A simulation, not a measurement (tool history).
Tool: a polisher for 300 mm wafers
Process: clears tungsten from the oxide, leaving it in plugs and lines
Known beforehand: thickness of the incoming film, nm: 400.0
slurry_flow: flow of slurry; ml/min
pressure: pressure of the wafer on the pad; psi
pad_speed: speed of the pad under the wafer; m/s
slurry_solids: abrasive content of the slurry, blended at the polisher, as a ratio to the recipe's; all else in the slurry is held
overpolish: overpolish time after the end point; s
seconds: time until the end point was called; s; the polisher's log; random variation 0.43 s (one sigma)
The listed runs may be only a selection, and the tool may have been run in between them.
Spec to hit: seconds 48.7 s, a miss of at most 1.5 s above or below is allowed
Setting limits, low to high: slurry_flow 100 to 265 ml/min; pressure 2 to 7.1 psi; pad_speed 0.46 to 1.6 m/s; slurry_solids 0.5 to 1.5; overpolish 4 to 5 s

run  hour  slurry_flow  pressure  pad_speed  slurry_solids  overpolish  seconds
  1     0          170       4.5       1.02              1           5   61.428
  2   3.2          170       4.5       1.02            0.8           5   65.984
  3   4.7          175       4.9       1.02            0.8           5    60.92
  4   7.2          180       5.2       1.02            0.8           5   56.034
  5   9.2          190       5.4       1.02            0.8           5   53.666
  6  17.3          190       6.4       1.02            0.8           5    46.09
  7  19.1          185       6.3       1.02            0.8           5   46.791
  8  27.2          180       6.3       1.02            0.8           5   46.406

Next run, 5 choices. One meets every target within its allowed miss, the rest don't. Which?
  A  35.3          190       5.5       1.18           0.85           5        ?
  B  35.3          175       6.3       0.98            0.8           4        ?
  C  35.3          170         6       0.92            0.9           5        ?
  D  35.3          180       6.8       0.84           0.75           4        ?
  E  35.3          150       6.5       1.12            0.6           4        ?

move  seconds
   A   46.004
   B   48.842
   C   52.868
   D   52.521
   E   46.088
A: its largest miss is bigger than the last run's
B: meets every target
C: the result that was furthest off in the last run now lies on the other side of its target
D: the result that was furthest off in the last run now lies on the other side of its target
E: its largest miss is bigger than the last run's
The move that meets every target is B.
